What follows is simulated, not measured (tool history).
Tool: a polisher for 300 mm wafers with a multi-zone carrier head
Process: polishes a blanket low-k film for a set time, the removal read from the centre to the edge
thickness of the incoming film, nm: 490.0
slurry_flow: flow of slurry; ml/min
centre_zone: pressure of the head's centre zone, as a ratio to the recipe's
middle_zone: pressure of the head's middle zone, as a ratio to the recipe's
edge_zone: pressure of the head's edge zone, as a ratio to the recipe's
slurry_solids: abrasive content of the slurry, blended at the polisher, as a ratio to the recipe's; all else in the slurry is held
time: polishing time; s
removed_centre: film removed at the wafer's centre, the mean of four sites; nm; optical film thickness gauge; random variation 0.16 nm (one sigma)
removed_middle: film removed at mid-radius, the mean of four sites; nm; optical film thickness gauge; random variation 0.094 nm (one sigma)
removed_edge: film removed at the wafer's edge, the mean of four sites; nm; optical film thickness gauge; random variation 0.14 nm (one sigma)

run	hour	slurry_flow	centre_zone	middle_zone	edge_zone	slurry_solids	time	removed_centre	removed_middle	removed_edge
1	0	145	1	1	1	1	58	14.657	15.093	14.857
2	3.6	140	1	0.99	0.98	1	58	14.22	15.108	14.797
3	12.6	140	1.08	0.99	0.98	1	58	15.565	14.926	14.769
4	19.6	140	1.08	0.99	0.98	1	64	17.012	16.431	16.282
5	22	140	1.02	0.99	0.98	1	64	16.312	16.592	15.864
6	30.5	140	1.08	0.99	0.98	1	64	17.282	16.753	16.362
7	37.8	135	1.07	0.97	0.96	0.95	64	16.353	15.377	15.536
8	39.8	130	1.06	0.97	0.94	0.95	64	16.186	15.445	15.244
9	45.6	125	1.05	0.96	0.92	0.95	64	16.122	15.359	15.169

The next listed run, before its measurement:
10	48.3	125	1.04	0.95	0.91	0.9	64	?	?	?

removed_centre: 15.46 nm
removed_middle: 14.962 nm
removed_edge: 14.659 nm
